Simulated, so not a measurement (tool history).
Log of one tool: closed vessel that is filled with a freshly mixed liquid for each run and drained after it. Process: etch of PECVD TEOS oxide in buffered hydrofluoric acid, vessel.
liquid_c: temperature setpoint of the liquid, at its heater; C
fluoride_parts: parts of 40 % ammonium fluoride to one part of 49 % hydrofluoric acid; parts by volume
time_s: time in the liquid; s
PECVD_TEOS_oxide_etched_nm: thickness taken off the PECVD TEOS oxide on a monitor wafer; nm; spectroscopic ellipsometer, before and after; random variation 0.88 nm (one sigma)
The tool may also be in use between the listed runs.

{"run": 1, "hour": 0.0, "liquid_c": 23.0, "fluoride_parts": 22.0, "time_s": 30, "PECVD_TEOS_oxide_etched_nm": 40.648}
{"run": 2, "hour": 7.7, "liquid_c": 20.5, "fluoride_parts": 22.0, "time_s": 30, "PECVD_TEOS_oxide_etched_nm": 35.43}
{"run": 3, "hour": 14.2, "liquid_c": 24.0, "fluoride_parts": 17.5, "time_s": 30, "PECVD_TEOS_oxide_etched_nm": 53.056}
{"run": 4, "hour": 22.9, "liquid_c": 26.0, "fluoride_parts": 15.0, "time_s": 30, "PECVD_TEOS_oxide_etched_nm": 66.858}
{"run": 5, "hour": 31.7, "liquid_c": 26.0, "fluoride_parts": 15.0, "time_s": 30, "PECVD_TEOS_oxide_etched_nm": 67.501}
{"run": 6, "hour": 35.4, "liquid_c": 26.0, "fluoride_parts": 15.0, "time_s": 30, "PECVD_TEOS_oxide_etched_nm": 67.27}
{"run": 7, "hour": 44.1, "liquid_c": 27.5, "fluoride_parts": 13.5, "time_s": 30, "PECVD_TEOS_oxide_etched_nm": 80.941}
{"run": 8, "hour": 47.8, "liquid_c": 28.5, "fluoride_parts": 13.0, "time_s": 30, "PECVD_TEOS_oxide_etched_nm": 87.95}
{"run": 9, "hour": 53.0, "liquid_c": 29.5, "fluoride_parts": 12.5, "time_s": 30, "PECVD_TEOS_oxide_etched_nm": 98.104}

Run 10 comes next. What will it give?
{"run": 10, "hour": 59.1, "liquid_c": 30.0, "fluoride_parts": 12.5, "time_s": 30, "PECVD_TEOS_oxide_etched_nm": "?"}

Run 10 gave PECVD_TEOS_oxide_etched_nm 100.930 nm.

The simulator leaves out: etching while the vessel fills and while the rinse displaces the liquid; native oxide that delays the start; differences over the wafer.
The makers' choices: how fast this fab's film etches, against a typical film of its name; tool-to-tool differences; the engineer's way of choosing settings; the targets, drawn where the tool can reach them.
